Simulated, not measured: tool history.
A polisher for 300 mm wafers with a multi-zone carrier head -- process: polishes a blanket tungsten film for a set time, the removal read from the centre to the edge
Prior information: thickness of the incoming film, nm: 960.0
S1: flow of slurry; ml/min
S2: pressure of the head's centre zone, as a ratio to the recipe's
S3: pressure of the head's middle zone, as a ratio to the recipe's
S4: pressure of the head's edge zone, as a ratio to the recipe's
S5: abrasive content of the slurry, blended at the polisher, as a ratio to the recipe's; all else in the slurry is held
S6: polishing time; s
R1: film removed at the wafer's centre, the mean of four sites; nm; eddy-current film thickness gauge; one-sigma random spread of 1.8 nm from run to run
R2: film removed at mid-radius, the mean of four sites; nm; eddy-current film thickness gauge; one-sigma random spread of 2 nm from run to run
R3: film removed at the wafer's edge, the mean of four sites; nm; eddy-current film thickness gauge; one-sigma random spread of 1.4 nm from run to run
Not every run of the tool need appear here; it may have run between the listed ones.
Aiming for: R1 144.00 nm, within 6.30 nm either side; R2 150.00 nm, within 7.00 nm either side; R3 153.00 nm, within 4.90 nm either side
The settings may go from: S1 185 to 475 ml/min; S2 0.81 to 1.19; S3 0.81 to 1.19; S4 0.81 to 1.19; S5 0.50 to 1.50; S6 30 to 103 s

{"run": 1, "hour": 0.0, "S1": 305, "S2": 1.0, "S3": 1.0, "S4": 1.0, "S5": 1.0, "S6": 66, "R1": 285.47, "R2": 276.59, "R3": 282.27}
{"run": 2, "hour": 6.4, "S1": 305, "S2": 1.0, "S3": 1.0, "S4": 0.96, "S5": 1.0, "S6": 66, "R1": 278.85, "R2": 274.37, "R3": 270.08}
{"run": 3, "hour": 9.0, "S1": 305, "S2": 1.0, "S3": 1.0, "S4": 0.96, "S5": 0.85, "S6": 66, "R1": 272.93, "R2": 264.59, "R3": 269.91}
{"run": 4, "hour": 15.4, "S1": 300, "S2": 0.97, "S3": 0.99, "S4": 0.92, "S5": 0.75, "S6": 55, "R1": 221.54, "R2": 218.21, "R3": 213.6}
{"run": 5, "hour": 21.2, "S1": 300, "S2": 0.97, "S3": 0.99, "S4": 0.92, "S5": 0.6, "S6": 55, "R1": 213.08, "R2": 208.27, "R3": 207.28}
{"run": 6, "hour": 24.2, "S1": 295, "S2": 0.92, "S3": 0.96, "S4": 0.91, "S5": 0.55, "S6": 50, "R1": 176.33, "R2": 188.96, "R3": 187.04}
{"run": 7, "hour": 28.3, "S1": 295, "S2": 0.92, "S3": 0.93, "S4": 0.89, "S5": 0.55, "S6": 47, "R1": 168.64, "R2": 173.04, "R3": 174.36}
{"run": 8, "hour": 30.9, "S1": 290, "S2": 0.9, "S3": 0.91, "S4": 0.87, "S5": 0.55, "S6": 46, "R1": 161.76, "R2": 165.77, "R3": 167.3}
{"run": 9, "hour": 33.9, "S1": 285, "S2": 0.88, "S3": 0.89, "S4": 0.85, "S5": 0.55, "S6": 46, "R1": 158.08, "R2": 163.35, "R3": 164.85}
{"run": 10, "hour": 40.3, "S1": 280, "S2": 0.87, "S3": 0.87, "S4": 0.84, "S5": 0.55, "S6": 45, "R1": 153.09, "R2": 157.55, "R3": 158.64}
{"run": 11, "hour": 43.9, "S1": 275, "S2": 0.86, "S3": 0.86, "S4": 0.84, "S5": 0.55, "S6": 45, "R1": 151.33, "R2": 156.04, "R3": 158.89}
{"run": 12, "hour": 48.1, "S1": 275, "S2": 0.86, "S3": 0.86, "S4": 0.84, "S5": 0.55, "S6": 45, "R1": 151.98, "R2": 152.1, "R3": 162.25}

Next run, 4 choices. One meets every target within its allowed miss, the rest don't. Which?
{"run": "A", "hour": 52.3, "S1": 230, "S2": 0.81, "S3": 0.82, "S4": 0.87, "S5": 0.5, "S6": 48, "R1": "?", "R2": "?", "R3": "?"}
{"run": "B", "hour": 52.3, "S1": 215, "S2": 0.84, "S3": 0.81, "S4": 0.94, "S5": 0.5, "S6": 46, "R1": "?", "R2": "?", "R3": "?"}
{"run": "C", "hour": 52.3, "S1": 190, "S2": 1.03, "S3": 0.93, "S4": 0.81, "S5": 0.5, "S6": 43, "R1": "?", "R2": "?", "R3": "?"}
{"run": "D", "hour": 52.3, "S1": 410, "S2": 0.86, "S3": 0.88, "S4": 0.86, "S5": 0.65, "S6": 41, "R1": "?", "R2": "?", "R3": "?"}

move=A R1=149.02 R2=158.49 R3=167.22
move=B R1=146.84 R2=149.71 R3=165.08
move=C R1=165.74 R2=148.05 R3=142.44
move=D R1=147.57 R2=152.34 R3=152.19
A: further off than the last run
B: further off than the last run
C: takes the result that was furthest off past its target
D: meets every target
The move that meets every target is D.
